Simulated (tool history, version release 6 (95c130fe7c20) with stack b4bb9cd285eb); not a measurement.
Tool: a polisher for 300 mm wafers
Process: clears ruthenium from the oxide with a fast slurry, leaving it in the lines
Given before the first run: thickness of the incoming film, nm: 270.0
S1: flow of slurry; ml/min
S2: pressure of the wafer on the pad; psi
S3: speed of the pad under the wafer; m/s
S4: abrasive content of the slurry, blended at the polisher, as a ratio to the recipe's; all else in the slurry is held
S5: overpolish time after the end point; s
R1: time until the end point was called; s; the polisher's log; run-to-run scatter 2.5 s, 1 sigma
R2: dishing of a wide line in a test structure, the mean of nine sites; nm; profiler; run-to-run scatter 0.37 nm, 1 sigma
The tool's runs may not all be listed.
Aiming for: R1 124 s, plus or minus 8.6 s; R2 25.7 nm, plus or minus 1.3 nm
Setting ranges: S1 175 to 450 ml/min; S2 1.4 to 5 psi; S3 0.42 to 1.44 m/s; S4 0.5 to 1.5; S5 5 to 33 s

run,hour,S1,S2,S3,S4,S5,R1,R2
1,0,290,3.2,0.92,1,17,72.181,55.224
2,7,290,3.2,0.92,1,22,70.862,68.87
3,12.8,290,3.2,0.92,1,19,68.314,61.239
4,17.2,290,2.8,0.84,1,16,86.158,44.025
5,23.9,245,2.8,0.84,1,16,86.712,43.975
6,29.2,245,2.3,0.84,1,16,105.33,36.605
7,31.4,245,2.1,0.84,1,15,114.73,31.427
8,33.9,245,2,0.84,1,14,116.69,28.921
9,41.4,245,1.9,0.84,1,14,127.49,27.428
10,46.9,245,1.9,0.84,1,14,124.22,28.39

Which single option among these 5 for the next run brings every result within its allowed miss of target? Just one does.
A,52.4,255,2.1,0.76,0.95,11,?,?
B,52.4,310,1.6,0.84,1.1,13,?,?
C,52.4,200,2.1,0.86,1.05,16,?,?
D,52.4,295,1.6,1.1,0.9,13,?,?
E,52.4,205,2.7,0.56,0.85,12,?,?

move,R1,R2
A,119.77,22.191
B,134.49,23.299
C,107.72,34.898
D,123.06,25.351
E,120.6,23.951
A: the result that was furthest off in the last run now lies on the other side of its target
B: the result that was furthest off in the last run now lies on the other side of its target
C: lands further from the targets than the last run did
D: each result inside its tolerance
E: the result that was furthest off in the last run now lies on the other side of its target
Go with D: it meets all targets.

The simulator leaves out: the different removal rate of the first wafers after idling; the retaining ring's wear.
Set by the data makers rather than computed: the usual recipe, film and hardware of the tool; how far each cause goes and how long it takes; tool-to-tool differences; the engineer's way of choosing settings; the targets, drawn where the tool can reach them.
